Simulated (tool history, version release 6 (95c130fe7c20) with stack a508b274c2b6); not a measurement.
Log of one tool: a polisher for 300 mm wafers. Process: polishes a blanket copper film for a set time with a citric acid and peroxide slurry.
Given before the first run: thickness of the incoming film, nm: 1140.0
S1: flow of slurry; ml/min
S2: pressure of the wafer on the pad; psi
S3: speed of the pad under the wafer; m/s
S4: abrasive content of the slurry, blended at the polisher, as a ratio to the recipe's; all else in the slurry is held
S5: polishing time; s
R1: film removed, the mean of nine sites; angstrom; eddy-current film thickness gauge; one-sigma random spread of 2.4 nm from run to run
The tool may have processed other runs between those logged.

run  hour   S1   S2    S3   S4  S5       R1
  1   0.0  250  2.0  0.76  1.0  82   929.65
  2   0.5  250  2.0  0.92  1.0  82  1142.20
  3   5.7  250  2.2  0.92  1.0  82  1270.00
  4   7.9  250  2.5  0.92  1.0  82  1382.20
  5  14.0  250  2.3  0.92  1.0  82  1310.10
  6  15.6  250  2.6  0.92  1.0  82  1493.30

What will run 7 give?
  7  23.8  250  2.8  0.94  1.0  82   ?

{"run 7": {"R1": 1612.6}}
